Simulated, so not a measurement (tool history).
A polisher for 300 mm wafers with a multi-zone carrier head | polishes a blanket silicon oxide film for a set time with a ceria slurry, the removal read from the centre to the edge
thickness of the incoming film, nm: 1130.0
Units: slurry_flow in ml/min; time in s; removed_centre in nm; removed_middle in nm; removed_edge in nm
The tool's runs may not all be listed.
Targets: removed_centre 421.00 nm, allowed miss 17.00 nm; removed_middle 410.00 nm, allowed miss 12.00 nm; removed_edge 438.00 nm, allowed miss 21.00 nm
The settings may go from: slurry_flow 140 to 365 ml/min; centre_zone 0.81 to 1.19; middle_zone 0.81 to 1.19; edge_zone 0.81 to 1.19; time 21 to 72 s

run,hour,slurry_flow,centre_zone,middle_zone,edge_zone,time,removed_centre,removed_middle,removed_edge
1,0.0,235,1.00,1.00,1.00,46,308.04,303.30,308.83
2,3.1,235,0.92,1.00,1.00,46,286.00,305.83,302.84
3,4.9,235,0.95,1.01,1.03,48,313.04,324.45,322.50
4,6.2,235,0.95,0.95,1.03,48,307.30,304.90,319.57
5,7.0,235,0.95,0.95,1.03,40,255.17,254.19,268.21
6,8.7,230,0.96,0.96,1.06,44,282.02,282.71,297.79
7,12.3,225,0.98,0.97,1.09,47,306.66,306.20,320.39
8,17.1,225,0.99,0.97,1.11,50,323.17,322.73,344.38
9,18.6,230,1.01,0.98,1.12,52,340.13,337.52,373.97
10,25.9,275,1.11,1.08,1.07,56,423.75,403.83,382.05
11,34.6,270,1.10,1.07,1.09,57,430.95,405.08,402.38
12,39.5,270,1.10,1.07,1.09,57,427.10,402.19,393.82
13,48.3,265,1.09,1.06,1.11,58,428.80,409.96,404.96
14,53.0,260,1.08,1.05,1.12,59,430.09,411.10,415.61
15,58.7,255,1.07,1.04,1.13,59,422.84,407.00,412.72
16,60.9,250,1.06,1.03,1.14,59,426.25,403.70,407.50

5 next moves are on the table. One of them brings every result within its allowed miss. Which?
A,63.1,225,1.09,1.04,1.11,58,?,?,?
B,63.1,290,1.10,1.09,1.04,56,?,?,?
C,63.1,315,1.17,1.16,0.88,53,?,?,?
D,63.1,285,1.17,1.14,1.01,53,?,?,?
E,63.1,270,1.01,1.00,1.19,61,?,?,?

move,removed_centre,removed_middle,removed_edge
A,426.22,400.01,402.18
B,427.20,412.18,384.23
C,433.90,414.44,340.86
D,429.62,404.63,358.42
E,423.62,414.65,443.04
A: further off than the last run
B: further off than the last run
C: further off than the last run
D: further off than the last run
E: meets every target
The right move is E.

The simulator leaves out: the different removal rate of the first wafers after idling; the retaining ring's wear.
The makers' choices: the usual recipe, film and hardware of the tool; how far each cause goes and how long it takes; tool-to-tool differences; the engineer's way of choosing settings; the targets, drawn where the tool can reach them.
